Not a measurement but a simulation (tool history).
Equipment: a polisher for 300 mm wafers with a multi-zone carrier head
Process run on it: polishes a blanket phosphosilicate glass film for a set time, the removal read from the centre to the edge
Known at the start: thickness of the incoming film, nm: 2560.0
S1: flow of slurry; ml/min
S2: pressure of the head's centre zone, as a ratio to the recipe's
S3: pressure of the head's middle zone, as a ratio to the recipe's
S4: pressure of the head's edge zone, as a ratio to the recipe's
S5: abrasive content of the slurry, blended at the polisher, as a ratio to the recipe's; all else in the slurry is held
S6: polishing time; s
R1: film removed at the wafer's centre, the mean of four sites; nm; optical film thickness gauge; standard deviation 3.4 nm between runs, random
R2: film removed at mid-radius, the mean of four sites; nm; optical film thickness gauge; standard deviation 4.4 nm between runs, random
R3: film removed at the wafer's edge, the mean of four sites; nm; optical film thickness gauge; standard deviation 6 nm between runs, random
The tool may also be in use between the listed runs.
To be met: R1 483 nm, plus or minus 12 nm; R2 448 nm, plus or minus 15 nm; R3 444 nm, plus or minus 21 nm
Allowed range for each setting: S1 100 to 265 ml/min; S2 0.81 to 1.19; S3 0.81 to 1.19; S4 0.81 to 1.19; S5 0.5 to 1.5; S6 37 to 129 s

| run | hour | S1 | S2 | S3 | S4 | S5 | S6 | R1 | R2 | R3 |
|---|---|---|---|---|---|---|---|---|---|---|
| 1 | 0 | 170 | 1 | 1 | 1 | 1 | 83 | 382.52 | 381.96 | 392.96 |
| 2 | 5.9 | 170 | 1 | 1 | 1 | 1.2 | 83 | 416.8 | 422.99 | 424.43 |
| 3 | 13.7 | 170 | 1 | 1 | 1 | 1.2 | 95 | 479.54 | 477.87 | 473.17 |
| 4 | 14.7 | 170 | 1.04 | 1 | 1 | 1.2 | 95 | 498.21 | 473.25 | 474.43 |
|  | 18.6 | slurry nozzle cleaned |
| 5 | 18.6 | 165 | 1.04 | 1 | 0.99 | 1.2 | 95 | 509.56 | 492.06 | 490.92 |
| 6 | 20.6 | 165 | 1.04 | 1 | 0.99 | 1.2 | 106 | 576.81 | 555.29 | 549.15 |
| 7 | 27.5 | 165 | 1.04 | 1 | 0.99 | 1.2 | 106 | 574.3 | 540.03 | 541.61 |
| 8 | 34.2 | 130 | 0.99 | 0.92 | 0.89 | 0.95 | 105 | 467.63 | 433.34 | 450.12 |
| 9 | 41.2 | 135 | 0.99 | 0.93 | 0.88 | 0.95 | 105 | 470.47 | 443.48 | 454.03 |

Which one of the following 4 next-run settings gets every result inside its allowed miss? There is exactly one.
| A | 48.2 | 165 | 0.97 | 0.96 | 0.92 | 1.15 | 92 | ? | ? | ? |
| B | 48.2 | 150 | 1.04 | 0.97 | 0.92 | 1.2 | 90 | ? | ? | ? |
| C | 48.2 | 115 | 0.98 | 0.95 | 0.97 | 0.8 | 115 | ? | ? | ? |
| D | 48.2 | 145 | 0.97 | 0.98 | 0.89 | 0.95 | 102 | ? | ? | ? |

| move | R1 | R2 | R3 |
|---|---|---|---|
| A | 464.44 | 447.65 | 458.77 |
| B | 488.54 | 443.38 | 452.39 |
| C | 456.01 | 434.54 | 468.72 |
| D | 459.67 | 451.87 | 450.62 |
A: the biggest miss grows against the last run
B: all results in spec
C: the biggest miss grows against the last run
D: the biggest miss grows against the last run
Go with B: it meets all targets.
